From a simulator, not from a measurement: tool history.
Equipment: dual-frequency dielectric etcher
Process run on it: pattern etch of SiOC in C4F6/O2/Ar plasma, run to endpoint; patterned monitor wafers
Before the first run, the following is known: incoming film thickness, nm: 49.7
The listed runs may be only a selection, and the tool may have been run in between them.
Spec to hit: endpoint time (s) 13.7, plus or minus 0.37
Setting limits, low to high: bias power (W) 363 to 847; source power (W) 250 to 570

run  hour  bias power (W)  source power (W)  endpoint time (s)
  1     0             605               410             15.568
  2   1.4             605               350             16.557
  3   2.5             605               290             17.645
  4   4.3             673               290             17.139
  5   9.7             621               290             17.432
  6  14.7             662               320             16.513
  7  17.7             696               340             15.922
  8  23.2             723               360             15.485
  9  25.1             745               380             15.002
 10  32.4             762               390             14.971

5 next moves are on the table. One of them brings every result within its allowed miss. Which?
  A  39.7             737               360                  ?
  B  39.7             684               310                  ?
  C  39.7             702               330                  ?
  D  39.7             847               440                  ?
  E  39.7             847               510                  ?

move  endpoint time (s)
   A             15.342
   B             16.487
   C             16.026
   D             13.736
   E             13.069
A: the biggest miss grows against the last run
B: the biggest miss grows against the last run
C: the biggest miss grows against the last run
D: hits every target within its allowed miss
E: pushes the last run's worst result past its target
So the answer is move D, the one that meets all the targets.

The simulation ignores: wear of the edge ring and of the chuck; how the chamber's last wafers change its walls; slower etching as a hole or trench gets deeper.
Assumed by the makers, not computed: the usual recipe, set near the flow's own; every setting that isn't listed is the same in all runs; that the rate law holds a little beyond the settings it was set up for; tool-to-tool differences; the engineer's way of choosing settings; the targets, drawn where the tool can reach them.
